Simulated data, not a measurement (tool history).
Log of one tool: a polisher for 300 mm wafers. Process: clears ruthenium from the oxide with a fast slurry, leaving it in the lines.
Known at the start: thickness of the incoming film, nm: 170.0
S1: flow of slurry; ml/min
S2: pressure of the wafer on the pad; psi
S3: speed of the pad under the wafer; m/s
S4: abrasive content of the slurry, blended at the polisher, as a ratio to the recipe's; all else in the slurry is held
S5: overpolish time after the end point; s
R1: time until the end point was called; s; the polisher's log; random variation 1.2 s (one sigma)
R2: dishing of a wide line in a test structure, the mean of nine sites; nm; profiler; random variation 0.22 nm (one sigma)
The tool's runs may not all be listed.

run,hour,S1,S2,S3,S4,S5,R1,R2
1,0.0,140,2.4,0.98,1.0,16,42.239,47.056
2,2.9,140,2.4,1.08,1.0,16,37.893,50.521
3,4.8,145,2.3,1.02,1.0,15,40.739,44.143
4,12.9,145,2.3,1.02,1.0,12,40.650,37.153
5,15.8,145,2.3,1.02,1.0,6,40.402,19.696
6,20.1,145,1.9,1.02,1.0,6,46.513,17.341

Run 7 comes next. What will it give?
7,25.4,140,1.8,0.98,1.0,7,?,?

{"run 7": {"R1": 50.863, "R2": 18.96}}
